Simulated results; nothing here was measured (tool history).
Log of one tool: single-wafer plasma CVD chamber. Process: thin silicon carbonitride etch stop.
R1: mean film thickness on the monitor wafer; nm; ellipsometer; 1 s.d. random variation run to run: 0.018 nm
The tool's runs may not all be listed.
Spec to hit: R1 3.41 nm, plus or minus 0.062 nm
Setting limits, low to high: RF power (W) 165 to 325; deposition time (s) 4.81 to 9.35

{"run": 1, "hour": 0.0, "RF power (W)": 245, "deposition time (s)": 7.08, "R1": 4.2654}
{"run": 2, "hour": 5.0, "RF power (W)": 280, "deposition time (s)": 7.08, "R1": 4.5173}
{"run": 3, "hour": 11.8, "RF power (W)": 280, "deposition time (s)": 6.52, "R1": 4.1407}
{"run": 4, "hour": 17.5, "RF power (W)": 245, "deposition time (s)": 6.52, "R1": 3.9632}
{"run": 5, "hour": 25.9, "RF power (W)": 245, "deposition time (s)": 7.22, "R1": 4.418}
{"run": 6, "hour": 29.9, "RF power (W)": 245, "deposition time (s)": 7.87, "R1": 4.7657}
{"run": 7, "hour": 31.4, "RF power (W)": 240, "deposition time (s)": 7.66, "R1": 4.6174}
{"run": 8, "hour": 39.0, "RF power (W)": 235, "deposition time (s)": 7.48, "R1": 4.4525}
{"run": 9, "hour": 44.5, "RF power (W)": 230, "deposition time (s)": 7.33, "R1": 4.3603}
{"run": 10, "hour": 46.9, "RF power (W)": 230, "deposition time (s)": 7.33, "R1": 4.2776}
{"run": 11, "hour": 55.4, "RF power (W)": 230, "deposition time (s)": 7.33, "R1": 4.3008}
{"run": 12, "hour": 58.0, "RF power (W)": 225, "deposition time (s)": 7.22, "R1": 4.2146}
{"run": 13, "hour": 61.0, "RF power (W)": 220, "deposition time (s)": 7.12, "R1": 4.1205}
{"run": 14, "hour": 67.7, "RF power (W)": 215, "deposition time (s)": 7.03, "R1": 4.0404}
{"run": 15, "hour": 70.0, "RF power (W)": 210, "deposition time (s)": 6.95, "R1": 3.9854}
{"run": 16, "hour": 73.4, "RF power (W)": 205, "deposition time (s)": 6.87, "R1": 3.8789}
{"run": 17, "hour": 79.6, "RF power (W)": 200, "deposition time (s)": 6.81, "R1": 3.8353}
{"run": 18, "hour": 86.4, "RF power (W)": 195, "deposition time (s)": 6.75, "R1": 3.7279}
{"run": 19, "hour": 90.0, "RF power (W)": 190, "deposition time (s)": 6.72, "R1": 3.7013}
{"run": 20, "hour": 96.0, "RF power (W)": 190, "deposition time (s)": 6.68, "R1": 3.6649}
{"hour": 97.7, "done": "thermocouple changed; heater temperature recalibrated"}
{"run": 21, "hour": 97.7, "RF power (W)": 190, "deposition time (s)": 6.65, "R1": 3.6387}
{"run": 22, "hour": 102.9, "RF power (W)": 190, "deposition time (s)": 6.63, "R1": 3.6318}
{"run": 23, "hour": 108.1, "RF power (W)": 170, "deposition time (s)": 6.28, "R1": 3.2772}

Exactly one of the 5 candidate moves below puts every result within its allowed miss. Which one?
{"run": "A", "hour": 113.3, "RF power (W)": 170, "deposition time (s)": 6.02, "R1": "?"}
{"run": "B", "hour": 113.3, "RF power (W)": 165, "deposition time (s)": 6.22, "R1": "?"}
{"run": "C", "hour": 113.3, "RF power (W)": 170, "deposition time (s)": 6.55, "R1": "?"}
{"run": "D", "hour": 113.3, "RF power (W)": 180, "deposition time (s)": 5.66, "R1": "?"}
{"run": "E", "hour": 113.3, "RF power (W)": 180, "deposition time (s)": 6.1, "R1": "?"}

move=A R1=3.1411
move=B R1=3.2047
move=C R1=3.4176
move=D R1=3.0242
move=E R1=3.2593
A: lands further from the targets than the last run did
B: lands further from the targets than the last run did
C: meets every target
D: lands further from the targets than the last run did
E: lands further from the targets than the last run did
Go with C: it meets all targets.

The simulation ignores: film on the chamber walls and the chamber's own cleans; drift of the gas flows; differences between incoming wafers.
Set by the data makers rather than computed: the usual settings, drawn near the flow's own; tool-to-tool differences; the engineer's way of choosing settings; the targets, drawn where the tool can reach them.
